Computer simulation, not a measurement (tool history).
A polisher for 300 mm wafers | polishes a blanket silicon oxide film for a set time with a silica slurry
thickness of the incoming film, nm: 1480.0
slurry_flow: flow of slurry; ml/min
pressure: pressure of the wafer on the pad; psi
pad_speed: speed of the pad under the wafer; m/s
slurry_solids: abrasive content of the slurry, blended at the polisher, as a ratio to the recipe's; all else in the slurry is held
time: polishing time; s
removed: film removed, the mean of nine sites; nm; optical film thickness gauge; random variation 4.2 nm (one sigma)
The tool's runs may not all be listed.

run  hour  slurry_flow  pressure  pad_speed  slurry_solids  time  removed
  1     0          235       3.5       0.96              1    98   222.21
  2   6.5          235       3.5       0.96            0.9    98   216.12
  3     9          235       3.5       0.96            0.8    98   207.43
  4    12          235       3.5       1.08            0.8    98   225.22
  5  17.9          270       3.5       1.08            0.8    98   230.52
  6  23.4          270       3.5       1.08           0.65    98   214.24

Forecast run 7:
  7  26.5          270         4        1.1           0.65    98        ?

Run 7 gave removed 246.45 nm.
